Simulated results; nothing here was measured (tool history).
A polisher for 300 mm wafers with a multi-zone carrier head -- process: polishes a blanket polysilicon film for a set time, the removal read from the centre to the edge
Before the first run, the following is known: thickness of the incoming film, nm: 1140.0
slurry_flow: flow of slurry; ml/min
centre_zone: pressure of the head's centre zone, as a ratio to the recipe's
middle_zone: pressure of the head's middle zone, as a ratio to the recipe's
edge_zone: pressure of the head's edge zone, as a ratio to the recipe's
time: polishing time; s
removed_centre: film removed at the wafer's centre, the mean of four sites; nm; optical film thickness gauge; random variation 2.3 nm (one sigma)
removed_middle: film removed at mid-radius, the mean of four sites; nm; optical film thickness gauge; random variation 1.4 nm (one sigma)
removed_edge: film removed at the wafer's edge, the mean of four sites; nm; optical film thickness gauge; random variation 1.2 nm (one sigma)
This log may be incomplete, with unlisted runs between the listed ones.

run 1 hour=0 | slurry_flow=215 centre_zone=1 middle_zone=1 edge_zone=1 time=47 | removed_centre=299.72 removed_middle=296.06 removed_edge=290.21
run 2 hour=1.6 | slurry_flow=215 centre_zone=1 middle_zone=1 edge_zone=1.08 time=47 | removed_centre=293.54 removed_middle=300.4 removed_edge=298.04
run 3 hour=6.2 | slurry_flow=210 centre_zone=1 middle_zone=1.01 edge_zone=1.06 time=44 | removed_centre=272.68 removed_middle=280.08 removed_edge=278.79
run 4 hour=12.4 | slurry_flow=205 centre_zone=1 middle_zone=1.03 edge_zone=1.03 time=42 | removed_centre=260.68 removed_middle=274.48 removed_edge=260.25
run 5 hour=20.8 | slurry_flow=205 centre_zone=1.04 middle_zone=1.03 edge_zone=1.03 time=42 | removed_centre=272.77 removed_middle=272.24 removed_edge=258.28
run 6 hour=26.7 | slurry_flow=200 centre_zone=1.04 middle_zone=1.03 edge_zone=1.02 time=40 | removed_centre=264.46 removed_middle=257.09 removed_edge=246.93

For run 7, what comes out?
run 7 hour=29.2 | slurry_flow=225 centre_zone=0.94 middle_zone=1.11 edge_zone=0.92 time=27 | removed_centre=? removed_middle=? removed_edge=?

removed_centre: 159.01 nm
removed_middle: 189.8 nm
removed_edge: 159.91 nm
